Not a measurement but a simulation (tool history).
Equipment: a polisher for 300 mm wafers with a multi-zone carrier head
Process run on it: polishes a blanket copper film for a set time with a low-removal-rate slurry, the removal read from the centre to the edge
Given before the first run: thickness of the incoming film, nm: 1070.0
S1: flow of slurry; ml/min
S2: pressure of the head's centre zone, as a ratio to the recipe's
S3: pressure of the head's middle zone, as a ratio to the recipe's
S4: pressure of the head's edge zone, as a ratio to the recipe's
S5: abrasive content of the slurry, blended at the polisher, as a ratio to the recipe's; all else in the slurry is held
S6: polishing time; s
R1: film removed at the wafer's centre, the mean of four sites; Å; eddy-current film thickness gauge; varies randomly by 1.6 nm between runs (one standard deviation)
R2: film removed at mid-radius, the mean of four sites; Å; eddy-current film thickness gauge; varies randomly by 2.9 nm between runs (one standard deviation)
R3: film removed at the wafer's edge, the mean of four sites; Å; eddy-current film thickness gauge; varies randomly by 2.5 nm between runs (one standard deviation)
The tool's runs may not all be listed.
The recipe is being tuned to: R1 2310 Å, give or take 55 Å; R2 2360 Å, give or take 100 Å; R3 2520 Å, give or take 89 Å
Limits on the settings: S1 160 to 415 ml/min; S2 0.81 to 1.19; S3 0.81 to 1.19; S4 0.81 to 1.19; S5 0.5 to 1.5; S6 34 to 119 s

run	day	S1	S2	S3	S4	S5	S6	R1	R2	R3
1	0	265	1	1	1	1	76	1717	1682.9	1742.9
2	0.033	265	1	1.01	1.04	1.15	79	1820.2	1839.6	1803.9
3	0.171	260	0.98	0.98	1.04	1.15	85	1891.1	1941.9	1956.3
4	0.283	260	0.97	0.95	1.05	1.2	90	2021.7	2024.9	2117.2
5	0.654	260	0.97	0.95	1.05	1.35	90	2032.4	2029.2	2134.1
6	0.804	260	0.97	0.95	1.05	1.25	90	2038.8	1987	2137
7	1.033	270	0.96	0.95	1.07	1.3	92	2063.6	2073.4	2230.2
8	1.079	295	1.03	1.01	1.17	1.5	95	2360.7	2316.1	2459.8

Pick the move, out of 5, that brings all results within their allowed miss; only one does.
A	1.125	285	0.99	1.04	1.17	1.5	92	?	?	?
B	1.125	280	1.07	1.1	1.11	1.45	94	?	?	?
C	1.125	265	1	1.01	1.19	1.5	97	?	?	?
D	1.125	280	1.03	1	1.18	1.5	101	?	?	?
E	1.125	270	1.04	1.09	1.16	1.5	92	?	?	?

move	R1	R2	R3
A	2219.7	2307.9	2331
B	2433.9	2453.5	2303.9
C	2341.7	2353.7	2463.3
D	2529.7	2445.5	2567.2
E	2317.5	2386.8	2309.1
A: pushes the last run's worst result past its target
B: lands further from the targets than the last run did
C: each result inside its tolerance
D: lands further from the targets than the last run did
E: gets the furthest-off result to its target, but another result is out of tolerance
C is the move that brings every result within its allowed miss.
